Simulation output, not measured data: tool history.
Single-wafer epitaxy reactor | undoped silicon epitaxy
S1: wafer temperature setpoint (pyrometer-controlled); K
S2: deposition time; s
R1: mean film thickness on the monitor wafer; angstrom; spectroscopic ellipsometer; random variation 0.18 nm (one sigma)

Run 1, hour 0.0: S1 918.15 K, S2 298 s. Result: R1 453.52 angstrom.
Run 2, hour 7.6: S1 918.15 K, S2 339 s. Result: R1 516.50 angstrom.
Run 3, hour 8.5: S1 914.15 K, S2 339 s. Result: R1 474.53 angstrom.
Run 4, hour 9.4: S1 917.15 K, S2 339 s. Result: R1 507.12 angstrom.
Run 5, hour 12.7: S1 920.15 K, S2 339 s. Result: R1 541.12 angstrom.
Run 6, hour 13.3: S1 922.15 K, S2 339 s. Result: R1 560.99 angstrom.
Run 7, hour 21.1: S1 924.15 K, S2 339 s. Result: R1 584.42 angstrom.
Run 8, hour 21.7: S1 926.15 K, S2 339 s. Result: R1 608.83 angstrom.

Forecast run 9:
Run 9, hour 29.4: S1 938.15 K, S2 340 s. Result: R1 ?.

{"run 9": {"R1": 778.59}}
